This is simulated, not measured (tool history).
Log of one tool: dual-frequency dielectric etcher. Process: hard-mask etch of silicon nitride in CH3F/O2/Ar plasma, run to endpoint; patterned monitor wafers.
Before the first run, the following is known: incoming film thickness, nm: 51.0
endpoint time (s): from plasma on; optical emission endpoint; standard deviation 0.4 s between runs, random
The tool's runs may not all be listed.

run,hour,source power (W),bias power (W),endpoint time (s)
1,0.0,400,100,62.355
2,8.8,430,105,59.118
3,17.4,430,115,57.416
4,19.9,450,117,55.682
5,26.6,460,118,55.044
6,29.5,470,119,53.774

What will run 7 give?
7,37.0,480,120,?

{"run 7": {"endpoint time (s)": 53.622}}
